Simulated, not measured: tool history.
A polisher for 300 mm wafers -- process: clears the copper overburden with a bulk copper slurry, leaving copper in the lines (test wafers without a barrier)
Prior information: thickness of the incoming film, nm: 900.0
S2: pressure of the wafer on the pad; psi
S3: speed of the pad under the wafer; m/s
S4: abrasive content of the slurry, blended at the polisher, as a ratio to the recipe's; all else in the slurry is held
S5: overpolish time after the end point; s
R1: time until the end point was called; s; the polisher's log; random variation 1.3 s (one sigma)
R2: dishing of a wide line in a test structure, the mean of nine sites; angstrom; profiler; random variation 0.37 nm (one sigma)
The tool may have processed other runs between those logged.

{"run": 1, "hour": 0.0, "flow of slurry (ml/min)": 150, "S2": 2.2, "S3": 1.38, "S4": 1, "S5": 24, "R1": 80.265, "R2": 896.15}
{"run": 2, "hour": 3.7, "flow of slurry (ml/min)": 155, "S2": 1.8, "S3": 1.4, "S4": 1.05, "S5": 19, "R1": 94.085, "R2": 722.42}
{"run": 3, "hour": 4.8, "flow of slurry (ml/min)": 155, "S2": 2, "S3": 1.4, "S4": 1.05, "S5": 19, "R1": 86.465, "R2": 785.53}
{"run": 4, "hour": 13.8, "flow of slurry (ml/min)": 155, "S2": 2, "S3": 1.4, "S4": 1.25, "S5": 19, "R1": 84.216, "R2": 791.52}
{"hour": 18.8, "done": "worn pad replaced by a new one"}
{"run": 5, "hour": 18.8, "flow of slurry (ml/min)": 180, "S2": 1.7, "S3": 1.44, "S4": 1, "S5": 15, "R1": 90.23, "R2": 656.23}
{"run": 6, "hour": 25.3, "flow of slurry (ml/min)": 195, "S2": 1.5, "S3": 1.42, "S4": 0.85, "S5": 13, "R1": 104.23, "R2": 546.39}
{"run": 7, "hour": 28.1, "flow of slurry (ml/min)": 205, "S2": 1.3, "S3": 1.48, "S4": 0.75, "S5": 11, "R1": 112.81, "R2": 456.22}

Run 8 is up next; what results do you expect?
{"run": 8, "hour": 29.0, "flow of slurry (ml/min)": 215, "S2": 1.2, "S3": 1.56, "S4": 0.65, "S5": 10, "R1": "?", "R2": "?"}

{"run 8": {"R1": 116.61, "R2": 415.33}}
